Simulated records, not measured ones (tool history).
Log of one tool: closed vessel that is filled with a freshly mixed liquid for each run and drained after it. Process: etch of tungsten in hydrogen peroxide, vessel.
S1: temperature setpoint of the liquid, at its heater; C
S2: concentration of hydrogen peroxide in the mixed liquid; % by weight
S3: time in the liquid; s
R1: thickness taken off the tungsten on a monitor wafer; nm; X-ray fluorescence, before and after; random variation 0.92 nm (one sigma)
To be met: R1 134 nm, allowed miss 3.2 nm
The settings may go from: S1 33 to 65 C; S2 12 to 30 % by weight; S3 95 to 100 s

| run | hour | S1 | S2 | S3 | R1 |
|---|---|---|---|---|---|
| 1 | 0 | 49 | 22 | 95 | 176.03 |
| 2 | 3.7 | 49 | 26.5 | 95 | 188.4 |
| 3 | 12.5 | 47 | 26.5 | 95 | 167.41 |
| 4 | 15.4 | 47 | 22.5 | 95 | 155.96 |
| 5 | 19.2 | 51 | 22.5 | 95 | 197.82 |
| 6 | 23.7 | 48.5 | 22.5 | 95 | 169.65 |
| 7 | 31.9 | 47 | 22.5 | 95 | 155.27 |
|  | 35.6 | peroxide flow meter replaced |
| 8 | 35.6 | 46 | 22.5 | 95 | 139.8 |

5 next moves are on the table. One of them brings every result within its allowed miss. Which?
| A | 39.3 | 43.5 | 25 | 95 | ? |
| B | 39.3 | 44 | 23.5 | 95 | ? |
| C | 39.3 | 46.5 | 17.5 | 95 | ? |
| D | 39.3 | 46.5 | 17 | 100 | ? |
| E | 39.3 | 45.5 | 22.5 | 100 | ? |

| move | R1 |
|---|---|
| A | 126.77 |
| B | 126.87 |
| C | 128.15 |
| D | 132.95 |
| E | 143.66 |
A: takes the result that was furthest off past its target
B: takes the result that was furthest off past its target
C: takes the result that was furthest off past its target
D: meets every target
E: further off than the last run
The right move is D.
